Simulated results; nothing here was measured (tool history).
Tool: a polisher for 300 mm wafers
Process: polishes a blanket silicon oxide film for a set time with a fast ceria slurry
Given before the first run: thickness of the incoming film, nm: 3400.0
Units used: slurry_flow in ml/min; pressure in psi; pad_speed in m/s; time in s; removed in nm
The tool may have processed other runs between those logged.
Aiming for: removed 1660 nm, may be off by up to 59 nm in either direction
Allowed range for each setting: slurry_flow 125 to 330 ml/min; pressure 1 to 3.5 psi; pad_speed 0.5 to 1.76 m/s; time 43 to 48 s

run,day,slurry_flow,pressure,pad_speed,time,removed
1,0,210,2.2,1.12,48,800.74
2,0.058,210,2.2,1.12,48,800.24
3,0.375,245,2.2,1.12,48,828.82
4,0.496,250,2.3,1.12,48,861.86
5,0.725,220,2.3,1.12,48,840.16
6,0.975,265,2.3,1.12,48,865.23
7,1.329,265,2.4,1.14,48,910.36
8,1.592,265,2.5,1.16,48,973.33
9,1.65,265,2.6,1.18,48,1031.2
10,1.7,265,2.7,1.2,48,1064.9
11,1.883,265,2.8,1.22,48,1157.6
12,1.975,265,2.9,1.22,48,1186.1
13,2.233,275,3.5,1.34,48,1541.7

Which of these 5 next moves meets every target?
A,2.492,310,3.5,1.18,48,?
B,2.492,320,3.4,1.34,43,?
C,2.492,240,3.5,1.3,45,?
D,2.492,225,2.7,1.72,46,?
E,2.492,285,3.5,1.44,47,?

move,removed
A,1390
B,1373.6
C,1394.3
D,1442.1
E,1639.4
A: further off than the last run
B: further off than the last run
C: further off than the last run
D: further off than the last run
E: all results in spec
Move E is the one to make.
